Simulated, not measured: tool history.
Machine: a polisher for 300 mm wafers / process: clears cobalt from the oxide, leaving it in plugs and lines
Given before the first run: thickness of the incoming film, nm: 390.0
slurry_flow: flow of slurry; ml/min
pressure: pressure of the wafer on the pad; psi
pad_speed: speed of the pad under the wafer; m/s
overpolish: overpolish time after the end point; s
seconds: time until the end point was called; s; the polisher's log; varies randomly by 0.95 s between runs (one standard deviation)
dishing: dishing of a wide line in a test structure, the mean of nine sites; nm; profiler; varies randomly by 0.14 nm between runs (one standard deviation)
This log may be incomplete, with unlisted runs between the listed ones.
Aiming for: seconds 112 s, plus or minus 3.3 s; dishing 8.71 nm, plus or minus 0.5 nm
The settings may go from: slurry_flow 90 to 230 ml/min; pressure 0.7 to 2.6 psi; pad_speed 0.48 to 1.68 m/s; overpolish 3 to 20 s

run  hour  slurry_flow  pressure  pad_speed  overpolish  seconds  dishing
  1     0          150       1.6       1.08          10   101.44   22.971
  2     5          145       1.5       1.08           8   107.34   19.797
  3  11.8          140       1.5       1.08           7   108.07   17.219
  4  20.6          125       1.5       1.08           7   110.09   17.274
  5  26.6          125       1.5       0.86           7   136.69   14.902
  6  28.5          125       1.5       1.12           7   106.12   17.996
  7  29.1          115       1.7       0.96           6   108.31   16.041
  8  34.5           90       2.2       0.66           3   126.27    7.924
  9  37.7          100       2.2       0.66           3   124.95   7.8377
 10  42.9          105       2.2       0.66           3   123.45   7.7913
 11  44.1          110       2.2       0.66           3   122.44   8.2702

Next run, 5 choices. One meets every target within its allowed miss, the rest don't. Which?
  A  45.3           95       2.4       0.62           3        ?        ?
  B  45.3          130       1.9       0.68           3        ?        ?
  C  45.3          110       2.1       0.68           3        ?        ?
  D  45.3          105       2.3        0.7           3        ?        ?
  E  45.3          120       1.5       0.86           4        ?        ?

move  seconds  dishing
   A   122.44   8.1718
   B   134.47   7.5255
   C   124.96   8.0279
   D   111.98   8.8314
   E   136.65   9.5374
A: as far off as the last run
B: lands further from the targets than the last run did
C: lands further from the targets than the last run did
D: meets every target
E: lands further from the targets than the last run did
Go with D: it meets all targets.
